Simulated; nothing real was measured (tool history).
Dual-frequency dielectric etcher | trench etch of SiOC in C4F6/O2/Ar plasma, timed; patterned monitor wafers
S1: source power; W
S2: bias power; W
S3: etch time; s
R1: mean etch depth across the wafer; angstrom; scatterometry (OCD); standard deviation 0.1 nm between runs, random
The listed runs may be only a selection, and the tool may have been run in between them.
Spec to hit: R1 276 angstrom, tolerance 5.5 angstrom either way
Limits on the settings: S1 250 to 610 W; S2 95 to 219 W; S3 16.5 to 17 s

run 1 day=0 | S1=430 S2=157 S3=16.5 | R1=334.5
run 2 day=0.042 | S1=400 S2=153 S3=16.5 | R1=320.62
run 3 day=0.375 | S1=400 S2=153 S3=16.5 | R1=318.95
run 4 day=0.642 | S1=400 S2=153 S3=17 | R1=329.7
run 5 day=0.896 | S1=400 S2=153 S3=17 | R1=329.21
run 6 day=1.004 | S1=380 S2=152 S3=17 | R1=321.43
run 7 day=1.075 | S1=360 S2=151 S3=17 | R1=308.8
run 8 day=1.329 | S1=350 S2=150 S3=17 | R1=305.29
-- day=1.408 bias power generator calibrated
run 9 day=1.408 | S1=340 S2=149 S3=17 | R1=300.37
run 10 day=1.533 | S1=330 S2=149 S3=17 | R1=295.07
run 11 day=1.6 | S1=320 S2=149 S3=17 | R1=290.55
run 12 day=1.671 | S1=310 S2=149 S3=17 | R1=285.75

Below are 4 possible settings for the next run. Only one of them brings all results inside the allowed miss of their targets. Which is it?
run A day=1.742 | S1=340 S2=155 S3=16.5 | R1=?
run B day=1.742 | S1=290 S2=177 S3=16.5 | R1=?
run C day=1.742 | S1=290 S2=148 S3=16.5 | R1=?
run D day=1.742 | S1=290 S2=133 S3=17 | R1=?

move=A R1=294.97
move=B R1=276.48
move=C R1=265.69
move=D R1=267.71
A: lands further from the targets than the last run did
B: all results land within tolerance of their targets
C: moves the result that the last run missed by most past its target, out the other side
D: moves the result that the last run missed by most past its target, out the other side
So the answer is move B, the one that meets all the targets.
